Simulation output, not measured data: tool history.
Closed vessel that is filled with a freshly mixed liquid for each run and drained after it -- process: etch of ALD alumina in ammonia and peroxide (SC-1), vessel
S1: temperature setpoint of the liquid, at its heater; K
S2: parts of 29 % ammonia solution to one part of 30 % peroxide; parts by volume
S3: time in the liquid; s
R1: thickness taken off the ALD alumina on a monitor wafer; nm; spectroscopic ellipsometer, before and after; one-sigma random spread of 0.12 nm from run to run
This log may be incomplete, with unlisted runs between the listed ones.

| run | hour | S1 | S2 | S3 | R1 |
|---|---|---|---|---|---|
| 1 | 0.0 | 320.15 | 0.90 | 260 | 14.362 |
| 2 | 7.0 | 320.15 | 0.90 | 200 | 10.812 |
| 3 | 8.0 | 324.65 | 0.90 | 200 | 14.029 |
| 4 | 10.5 | 324.65 | 1.15 | 200 | 14.463 |
| 5 | 16.9 | 324.65 | 1.15 | 260 | 18.556 |
| 6 | 25.3 | 324.65 | 1.15 | 260 | 18.652 |

Forecast run 7:
| 7 | 34.2 | 326.15 | 1.15 | 260 | ? |

Run 7 gave R1 20.026 nm.
